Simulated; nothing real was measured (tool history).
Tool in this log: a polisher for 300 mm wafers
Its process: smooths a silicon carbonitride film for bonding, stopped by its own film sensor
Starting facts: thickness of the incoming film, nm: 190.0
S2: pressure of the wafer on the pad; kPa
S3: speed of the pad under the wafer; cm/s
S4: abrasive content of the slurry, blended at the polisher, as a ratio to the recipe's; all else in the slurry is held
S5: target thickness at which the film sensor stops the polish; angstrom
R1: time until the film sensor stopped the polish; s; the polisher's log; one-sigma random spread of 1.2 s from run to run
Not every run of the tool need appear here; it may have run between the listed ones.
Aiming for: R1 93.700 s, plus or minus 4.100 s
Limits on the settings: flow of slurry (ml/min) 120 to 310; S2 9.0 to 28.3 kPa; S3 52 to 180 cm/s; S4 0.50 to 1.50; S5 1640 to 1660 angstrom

run 1 hour=0.0 | flow_of_slurry_(ml/min)=200 S2=18.6 S3=116 S4=1.00 S5=1640 | R1=64.545
run 2 hour=1.2 | flow_of_slurry_(ml/min)=200 S2=17.2 S3=116 S4=1.00 S5=1640 | R1=71.330
run 3 hour=7.7 | flow_of_slurry_(ml/min)=200 S2=17.2 S3=130 S4=1.00 S5=1640 | R1=64.372
run 4 hour=15.8 | flow_of_slurry_(ml/min)=220 S2=17.2 S3=130 S4=1.00 S5=1640 | R1=65.271
run 5 hour=23.2 | flow_of_slurry_(ml/min)=220 S2=15.9 S3=130 S4=1.00 S5=1640 | R1=68.564
run 6 hour=25.9 | flow_of_slurry_(ml/min)=220 S2=15.2 S3=130 S4=1.00 S5=1640 | R1=72.183
run 7 hour=29.5 | flow_of_slurry_(ml/min)=220 S2=14.5 S3=130 S4=1.00 S5=1640 | R1=74.113
run 8 hour=37.8 | flow_of_slurry_(ml/min)=220 S2=13.8 S3=130 S4=1.00 S5=1640 | R1=78.712
run 9 hour=45.7 | flow_of_slurry_(ml/min)=220 S2=13.1 S3=130 S4=1.00 S5=1640 | R1=80.998
run 10 hour=52.8 | flow_of_slurry_(ml/min)=220 S2=12.4 S3=130 S4=1.00 S5=1640 | R1=86.163

Consider the 4 candidate settings below. Which is the only one whose results all fall within their allowed miss of target?
run A hour=59.9 | flow_of_slurry_(ml/min)=220 S2=12.4 S3=142 S4=1.05 S5=1640 | R1=?
run B hour=59.9 | flow_of_slurry_(ml/min)=210 S2=11.0 S3=138 S4=0.95 S5=1640 | R1=?
run C hour=59.9 | flow_of_slurry_(ml/min)=235 S2=11.7 S3=124 S4=1.10 S5=1660 | R1=?
run D hour=59.9 | flow_of_slurry_(ml/min)=215 S2=11.7 S3=156 S4=1.00 S5=1660 | R1=?

move=A R1=78.400
move=B R1=93.736
move=C R1=83.055
move=D R1=72.401
A: moves away from the targets compared with the last run
B: meets every target
C: moves away from the targets compared with the last run
D: moves away from the targets compared with the last run
B meets every target.
